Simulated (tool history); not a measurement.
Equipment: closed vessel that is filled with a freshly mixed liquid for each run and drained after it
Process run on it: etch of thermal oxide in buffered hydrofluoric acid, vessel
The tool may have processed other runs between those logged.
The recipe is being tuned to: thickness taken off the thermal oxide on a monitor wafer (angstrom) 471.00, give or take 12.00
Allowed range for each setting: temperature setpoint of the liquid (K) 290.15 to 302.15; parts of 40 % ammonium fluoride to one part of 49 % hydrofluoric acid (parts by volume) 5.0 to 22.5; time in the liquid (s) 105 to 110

run,hour,temperature setpoint of the liquid (K),parts of 40 % ammonium fluoride to one part of 49 % hydrofluoric acid (parts by volume),time in the liquid (s),thickness taken off the thermal oxide on a monitor wafer (angstrom)
1,0.0,294.15,13.5,105,788.37
2,4.6,293.15,14.5,105,687.15
3,7.6,292.15,15.5,105,611.28
4,12.6,291.65,16.0,105,580.92
5,20.0,293.15,16.0,105,624.87
6,24.5,293.15,16.0,110,655.65
7,33.5,292.15,16.5,110,600.74
8,38.0,291.65,17.0,110,569.13
9,46.0,291.15,17.5,110,541.11
10,52.4,290.65,18.0,110,504.73
11,56.5,290.65,18.0,110,505.93

Exercise: of the 5 proposed moves below, exactly one satisfies all targets within the stated allowed misses. Which move is it?
A,60.6,290.15,19.0,110,?
B,60.6,290.65,17.5,110,?
C,60.6,290.15,19.0,105,?
D,60.6,290.15,17.0,105,?
E,60.6,290.15,19.5,105,?

move,thickness taken off the thermal oxide on a monitor wafer (angstrom)
A,468.80
B,523.23
C,447.49
D,499.47
E,436.14
A: every result within its allowed miss
B: misses by more than the last run did
C: moves the result that the last run missed by most past its target, out the other side
D: better than the last run, though not everything is in spec
E: moves the result that the last run missed by most past its target, out the other side
The move that meets every target is A.

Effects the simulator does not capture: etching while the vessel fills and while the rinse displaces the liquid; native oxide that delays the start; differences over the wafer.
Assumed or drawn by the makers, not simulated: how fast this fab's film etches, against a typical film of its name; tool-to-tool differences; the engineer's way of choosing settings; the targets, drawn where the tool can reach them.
